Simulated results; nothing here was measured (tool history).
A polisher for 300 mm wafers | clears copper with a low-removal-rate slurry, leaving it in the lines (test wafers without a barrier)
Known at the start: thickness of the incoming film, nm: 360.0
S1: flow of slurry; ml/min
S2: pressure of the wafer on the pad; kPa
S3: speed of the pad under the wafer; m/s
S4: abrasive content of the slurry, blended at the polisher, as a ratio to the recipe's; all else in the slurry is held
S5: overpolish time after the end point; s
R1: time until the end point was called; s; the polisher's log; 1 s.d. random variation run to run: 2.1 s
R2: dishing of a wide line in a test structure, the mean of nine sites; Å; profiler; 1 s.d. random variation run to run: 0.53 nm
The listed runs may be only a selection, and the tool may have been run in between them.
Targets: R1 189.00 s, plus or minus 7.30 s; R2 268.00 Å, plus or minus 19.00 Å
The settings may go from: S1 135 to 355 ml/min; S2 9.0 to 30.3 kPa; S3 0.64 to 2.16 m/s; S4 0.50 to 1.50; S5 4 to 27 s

run	hour	S1	S2	S3	S4	S5	R1	R2
1	0.0	225	19.3	1.40	1.00	14	118.73	311.22
2	7.3	225	15.2	1.40	1.00	14	146.09	253.66
3	10.6	225	13.8	1.40	1.00	15	167.48	242.73
4	13.8	225	13.8	1.40	1.00	16	163.48	269.77
5	21.3	225	13.1	1.40	1.00	16	172.39	243.92
6	21.9	225	13.1	1.40	1.00	12	171.96	193.57
7	24.3	225	12.4	1.40	1.00	14	180.87	202.33
8	32.9	225	12.4	1.40	1.00	15	179.94	223.89
9	39.8	225	12.4	1.40	1.00	16	183.05	239.55
10	42.0	220	11.7	1.40	1.00	18	188.29	244.61
11	50.2	220	11.7	1.40	1.00	18	188.82	241.48

Consider the 4 candidate settings below. Which is the only one whose results all fall within their allowed miss of target?
A	58.4	225	11.0	1.44	1.10	16	?	?
B	58.4	190	10.3	1.66	1.20	12	?	?
C	58.4	250	11.7	1.38	1.10	19	?	?
D	58.4	205	10.3	1.62	0.95	15	?	?

move	R1	R2
A	192.69	225.70
B	178.56	186.29
C	187.36	269.62
D	191.18	214.00
A: misses by more than the last run did
B: misses by more than the last run did
C: all results land within tolerance of their targets
D: misses by more than the last run did
The right move is C.
